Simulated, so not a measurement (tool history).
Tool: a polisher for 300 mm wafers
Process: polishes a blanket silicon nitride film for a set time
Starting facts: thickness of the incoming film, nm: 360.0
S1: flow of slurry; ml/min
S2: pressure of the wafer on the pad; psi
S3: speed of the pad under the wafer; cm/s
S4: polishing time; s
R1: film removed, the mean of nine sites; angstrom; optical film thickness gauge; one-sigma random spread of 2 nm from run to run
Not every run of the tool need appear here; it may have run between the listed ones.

run 1 day=0.000 | S1=235 S2=3.7 S3=142 S4=69 | R1=1345.3
run 2 day=0.346 | S1=275 S2=3.7 S3=142 S4=69 | R1=1422.0
run 3 day=0.575 | S1=280 S2=3.8 S3=142 S4=69 | R1=1406.9
run 4 day=0.621 | S1=280 S2=3.8 S3=142 S4=72 | R1=1489.5
run 5 day=0.783 | S1=280 S2=3.2 S3=142 S4=72 | R1=1248.6
run 6 day=0.896 | S1=280 S2=3.7 S3=142 S4=72 | R1=1454.4
run 7 day=0.938 | S1=280 S2=3.8 S3=142 S4=72 | R1=1483.8
run 8 day=0.992 | S1=280 S2=3.9 S3=142 S4=72 | R1=1537.8

What does the tool deliver on the next run?
run 9 day=1.200 | S1=280 S2=4.1 S3=142 S4=72 | R1=?

Run 9 measured R1 1575.4 angstrom.

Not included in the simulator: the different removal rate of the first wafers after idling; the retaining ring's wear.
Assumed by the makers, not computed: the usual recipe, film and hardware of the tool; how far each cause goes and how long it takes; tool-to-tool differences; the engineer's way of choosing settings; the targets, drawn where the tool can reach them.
